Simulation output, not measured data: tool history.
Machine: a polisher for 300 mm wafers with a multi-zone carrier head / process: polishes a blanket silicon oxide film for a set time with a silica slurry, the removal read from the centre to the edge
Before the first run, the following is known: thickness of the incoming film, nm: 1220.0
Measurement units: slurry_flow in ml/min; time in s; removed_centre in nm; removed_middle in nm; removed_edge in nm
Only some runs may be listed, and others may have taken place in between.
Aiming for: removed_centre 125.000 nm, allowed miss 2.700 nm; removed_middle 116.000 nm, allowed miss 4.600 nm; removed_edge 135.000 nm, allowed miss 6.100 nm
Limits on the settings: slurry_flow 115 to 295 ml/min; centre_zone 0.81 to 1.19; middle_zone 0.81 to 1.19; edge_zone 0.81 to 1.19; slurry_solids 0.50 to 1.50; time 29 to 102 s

{"run": 1, "day": 0.0, "slurry_flow": 190, "centre_zone": 1.0, "middle_zone": 1.0, "edge_zone": 1.0, "slurry_solids": 1.0, "time": 65, "removed_centre": 97.694, "removed_middle": 100.09, "removed_edge": 98.905}
{"run": 2, "day": 0.054, "slurry_flow": 190, "centre_zone": 1.0, "middle_zone": 1.0, "edge_zone": 1.0, "slurry_solids": 0.8, "time": 65, "removed_centre": 82.095, "removed_middle": 82.215, "removed_edge": 82.532}
{"run": 3, "day": 0.233, "slurry_flow": 190, "centre_zone": 1.01, "middle_zone": 0.98, "edge_zone": 1.05, "slurry_solids": 0.9, "time": 65, "removed_centre": 91.572, "removed_middle": 89.229, "removed_edge": 93.432}
{"run": 4, "day": 0.396, "slurry_flow": 190, "centre_zone": 1.01, "middle_zone": 0.97, "edge_zone": 1.08, "slurry_solids": 1.0, "time": 65, "removed_centre": 97.808, "removed_middle": 96.196, "removed_edge": 99.722}
{"run": 5, "day": 0.708, "slurry_flow": 190, "centre_zone": 1.01, "middle_zone": 0.9, "edge_zone": 1.08, "slurry_solids": 1.0, "time": 65, "removed_centre": 98.733, "removed_middle": 89.941, "removed_edge": 100.65}
{"run": 6, "day": 0.754, "slurry_flow": 210, "centre_zone": 1.01, "middle_zone": 0.9, "edge_zone": 1.08, "slurry_solids": 1.0, "time": 65, "removed_centre": 100.63, "removed_middle": 92.058, "removed_edge": 103.75}
{"run": 7, "day": 1.05, "slurry_flow": 230, "centre_zone": 1.01, "middle_zone": 0.9, "edge_zone": 1.11, "slurry_solids": 1.05, "time": 65, "removed_centre": 105.3, "removed_middle": 95.713, "removed_edge": 108.9}
{"run": 8, "day": 1.142, "slurry_flow": 220, "centre_zone": 1.0, "middle_zone": 0.92, "edge_zone": 1.19, "slurry_solids": 1.3, "time": 66, "removed_centre": 118.68, "removed_middle": 111.27, "removed_edge": 131.57}
{"run": 9, "day": 1.283, "slurry_flow": 230, "centre_zone": 1.0, "middle_zone": 0.92, "edge_zone": 1.19, "slurry_solids": 1.3, "time": 66, "removed_centre": 119.42, "removed_middle": 110.36, "removed_edge": 127.47}
{"run": 10, "day": 1.608, "slurry_flow": 230, "centre_zone": 1.0, "middle_zone": 0.92, "edge_zone": 1.19, "slurry_solids": 1.35, "time": 66, "removed_centre": 120.04, "removed_middle": 112.43, "removed_edge": 131.73}
{"run": 11, "day": 1.942, "slurry_flow": 235, "centre_zone": 1.0, "middle_zone": 0.92, "edge_zone": 1.19, "slurry_solids": 1.35, "time": 66, "removed_centre": 121.19, "removed_middle": 114.88, "removed_edge": 131.13}
{"run": 12, "day": 2.271, "slurry_flow": 235, "centre_zone": 1.0, "middle_zone": 0.91, "edge_zone": 1.19, "slurry_solids": 1.35, "time": 66, "removed_centre": 122.31, "removed_middle": 110.12, "removed_edge": 130.9}
{"run": 13, "day": 2.412, "slurry_flow": 235, "centre_zone": 1.0, "middle_zone": 0.92, "edge_zone": 1.19, "slurry_solids": 1.35, "time": 66, "removed_centre": 122.4, "removed_middle": 112.09, "removed_edge": 127.15}
{"run": 14, "day": 2.725, "slurry_flow": 235, "centre_zone": 1.0, "middle_zone": 0.92, "edge_zone": 1.19, "slurry_solids": 1.35, "time": 66, "removed_centre": 120.3, "removed_middle": 114.03, "removed_edge": 127.77}
{"run": 15, "day": 2.788, "slurry_flow": 230, "centre_zone": 1.0, "middle_zone": 0.92, "edge_zone": 1.19, "slurry_solids": 1.35, "time": 66, "removed_centre": 120.33, "removed_middle": 114.07, "removed_edge": 129.54}
{"run": 16, "day": 3.021, "slurry_flow": 230, "centre_zone": 1.0, "middle_zone": 0.92, "edge_zone": 1.19, "slurry_solids": 1.35, "time": 66, "removed_centre": 119.98, "removed_middle": 113.27, "removed_edge": 127.47}
{"run": 17, "day": 3.108, "slurry_flow": 230, "centre_zone": 0.99, "middle_zone": 0.91, "edge_zone": 1.19, "slurry_solids": 1.35, "time": 66, "removed_centre": 119.85, "removed_middle": 109.23, "removed_edge": 129.43}
{"run": 18, "day": 3.171, "slurry_flow": 225, "centre_zone": 0.99, "middle_zone": 0.91, "edge_zone": 1.19, "slurry_solids": 1.35, "time": 66, "removed_centre": 119.06, "removed_middle": 113.52, "removed_edge": 130.76}
{"run": 19, "day": 3.371, "slurry_flow": 225, "centre_zone": 0.99, "middle_zone": 0.91, "edge_zone": 1.19, "slurry_solids": 1.35, "time": 66, "removed_centre": 117.81, "removed_middle": 113.56, "removed_edge": 130.85}
{"run": 20, "day": 3.492, "slurry_flow": 225, "centre_zone": 0.99, "middle_zone": 0.91, "edge_zone": 1.19, "slurry_solids": 1.35, "time": 66, "removed_centre": 119.33, "removed_middle": 111.26, "removed_edge": 132.35}

5 candidate next runs follow, results not yet known. Just one meets every target within its allowed miss. Identify it.
{"run": "A", "day": 3.612, "slurry_flow": 280, "centre_zone": 1.06, "middle_zone": 0.81, "edge_zone": 1.19, "slurry_solids": 1.5, "time": 63, "removed_centre": "?", "removed_middle": "?", "removed_edge": "?"}
{"run": "B", "day": 3.612, "slurry_flow": 265, "centre_zone": 1.04, "middle_zone": 0.81, "edge_zone": 1.18, "slurry_solids": 1.25, "time": 70, "removed_centre": "?", "removed_middle": "?", "removed_edge": "?"}
{"run": "C", "day": 3.612, "slurry_flow": 225, "centre_zone": 0.98, "middle_zone": 0.88, "edge_zone": 1.15, "slurry_solids": 1.4, "time": 69, "removed_centre": "?", "removed_middle": "?", "removed_edge": "?"}
{"run": "D", "day": 3.612, "slurry_flow": 290, "centre_zone": 1.12, "middle_zone": 0.89, "edge_zone": 1.15, "slurry_solids": 1.3, "time": 63, "removed_centre": "?", "removed_middle": "?", "removed_edge": "?"}
{"run": "E", "day": 3.612, "slurry_flow": 270, "centre_zone": 1.15, "middle_zone": 0.93, "edge_zone": 1.16, "slurry_solids": 1.1, "time": 68, "removed_centre": "?", "removed_middle": "?", "removed_edge": "?"}

move=A removed_centre=129.690 removed_middle=102.590 removed_edge=132.050
move=B removed_centre=129.200 removed_middle=104.260 removed_edge=133.800
move=C removed_centre=123.770 removed_middle=113.740 removed_edge=135.080
move=D removed_centre=129.210 removed_middle=104.350 removed_edge=121.940
move=E removed_centre=129.960 removed_middle=106.040 removed_edge=120.170
A: the result that was furthest off in the last run now lies on the other side of its target
B: the result that was furthest off in the last run now lies on the other side of its target
C: in spec on every target
D: the result that was furthest off in the last run now lies on the other side of its target
E: the result that was furthest off in the last run now lies on the other side of its target
The right move is C.

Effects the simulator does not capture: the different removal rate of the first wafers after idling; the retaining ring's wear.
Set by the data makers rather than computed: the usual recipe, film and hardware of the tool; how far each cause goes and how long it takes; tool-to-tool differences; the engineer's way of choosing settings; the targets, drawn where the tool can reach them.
